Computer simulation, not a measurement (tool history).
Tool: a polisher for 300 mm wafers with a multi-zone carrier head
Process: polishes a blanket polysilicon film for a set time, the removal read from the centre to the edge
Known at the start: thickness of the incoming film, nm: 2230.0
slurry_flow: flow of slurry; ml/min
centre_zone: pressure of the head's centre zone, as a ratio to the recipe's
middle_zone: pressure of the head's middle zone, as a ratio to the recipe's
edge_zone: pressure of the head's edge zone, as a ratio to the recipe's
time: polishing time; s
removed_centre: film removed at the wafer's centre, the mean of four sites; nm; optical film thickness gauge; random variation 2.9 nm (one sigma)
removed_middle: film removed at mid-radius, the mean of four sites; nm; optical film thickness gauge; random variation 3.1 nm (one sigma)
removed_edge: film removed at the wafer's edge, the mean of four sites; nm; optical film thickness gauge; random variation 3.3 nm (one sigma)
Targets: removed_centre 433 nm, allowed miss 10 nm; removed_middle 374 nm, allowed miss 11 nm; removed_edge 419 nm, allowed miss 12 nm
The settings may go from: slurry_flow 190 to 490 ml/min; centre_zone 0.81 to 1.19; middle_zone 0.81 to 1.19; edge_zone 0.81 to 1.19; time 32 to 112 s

| run | day | slurry_flow | centre_zone | middle_zone | edge_zone | time | removed_centre | removed_middle | removed_edge |
|---|---|---|---|---|---|---|---|---|---|
| 1 | 0 | 315 | 1 | 1 | 1 | 72 | 436.45 | 444.15 | 430.43 |
| 2 | 0.338 | 315 | 0.94 | 1 | 1 | 72 | 419.26 | 438.78 | 435.39 |
| 3 | 0.438 | 315 | 0.94 | 1 | 1.04 | 72 | 417.36 | 436.63 | 438.66 |
| 4 | 0.746 | 315 | 1.01 | 1 | 1.04 | 72 | 443.31 | 437.47 | 442.28 |
| 5 | 1.108 | 315 | 1.01 | 1 | 1.08 | 72 | 446.99 | 429.23 | 449.62 |
| 6 | 1.254 | 315 | 1.01 | 1.04 | 1.08 | 72 | 444.79 | 452.68 | 447.68 |
| 7 | 1.571 | 305 | 1.02 | 0.99 | 1.06 | 71 | 438.68 | 430.27 | 434.84 |
| 8 | 1.604 | 310 | 1.03 | 0.94 | 1.05 | 70 | 441.7 | 403.81 | 435.52 |
| 9 | 1.938 | 300 | 1.03 | 0.92 | 1.04 | 69 | 432.87 | 394.35 | 421.83 |

Which of these 4 next moves meets every target?
| A | 2.271 | 370 | 1.04 | 0.86 | 1.04 | 68 | ? | ? | ? |
| B | 2.271 | 305 | 1.03 | 0.95 | 0.94 | 70 | ? | ? | ? |
| C | 2.271 | 260 | 1.05 | 1.01 | 1.05 | 69 | ? | ? | ? |
| D | 2.271 | 205 | 1.04 | 0.96 | 1.14 | 71 | ? | ? | ? |

| move | removed_centre | removed_middle | removed_edge |
|---|---|---|---|
| A | 437.03 | 375.43 | 426.23 |
| B | 439.34 | 410.72 | 412.84 |
| C | 433.61 | 418.55 | 424.44 |
| D | 431.18 | 404.53 | 447.64 |
A: meets every target
B: further off than the last run
C: further off than the last run
D: further off than the last run
The right move is A.

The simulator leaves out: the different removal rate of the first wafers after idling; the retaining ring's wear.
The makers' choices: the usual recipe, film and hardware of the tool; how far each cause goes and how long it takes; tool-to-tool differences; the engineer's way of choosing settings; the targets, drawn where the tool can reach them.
